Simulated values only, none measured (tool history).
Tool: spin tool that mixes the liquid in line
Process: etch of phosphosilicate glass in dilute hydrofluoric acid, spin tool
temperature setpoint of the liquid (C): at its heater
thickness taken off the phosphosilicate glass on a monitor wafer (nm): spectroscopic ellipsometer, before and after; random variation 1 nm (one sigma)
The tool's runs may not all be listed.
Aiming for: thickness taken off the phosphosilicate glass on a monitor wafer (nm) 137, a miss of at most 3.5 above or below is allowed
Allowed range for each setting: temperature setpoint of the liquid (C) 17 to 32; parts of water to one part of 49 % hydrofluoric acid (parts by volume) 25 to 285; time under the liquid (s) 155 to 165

run  hour  temperature setpoint of the liquid (C)  parts of water to one part of 49 % hydrofluoric acid (parts by volume)  time under the liquid (s)  thickness taken off the phosphosilicate glass on a monitor wafer (nm)
  1     0                                      24                                                                     155                        155                                                                 52.356
  2   2.1                                      24                                                                     110                        155                                                                 76.937
  3   5.3                                      24                                                                     130                        155                                                                 63.323
  4   7.9                                      26                                                                     115                        155                                                                 79.129
  5  16.1                                    27.5                                                                     115                        155                                                                 84.324
  6  23.2                                    28.5                                                                     105                        155                                                                 97.184
  7  29.3                                    29.5                                                                     100                        155                                                                 107.43
  8  35.9                                      30                                                                      95                        155                                                                 114.83
  9  38.8                                    30.5                                                                      90                        155                                                                 124.19
 10  43.2                                    30.5                                                                      90                        155                                                                 123.83

Exactly one of the 4 candidate moves below puts every result within its allowed miss. Which one?
  A  47.6                                      31                                                                     105                        165                                                                      ?
  B  47.6                                      28                                                                      95                        155                                                                      ?
  C  47.6                                      27                                                                      75                        160                                                                      ?
  D  47.6                                    28.5                                                                     105                        165                                                                      ?

move  thickness taken off the phosphosilicate glass on a monitor wafer (nm)
   A                                                                 112.48
   B                                                                 105.77
   C                                                                 136.72
   D                                                                 102.43
A: lands further from the targets than the last run did
B: lands further from the targets than the last run did
C: in spec on every target
D: lands further from the targets than the last run did
Answer: C

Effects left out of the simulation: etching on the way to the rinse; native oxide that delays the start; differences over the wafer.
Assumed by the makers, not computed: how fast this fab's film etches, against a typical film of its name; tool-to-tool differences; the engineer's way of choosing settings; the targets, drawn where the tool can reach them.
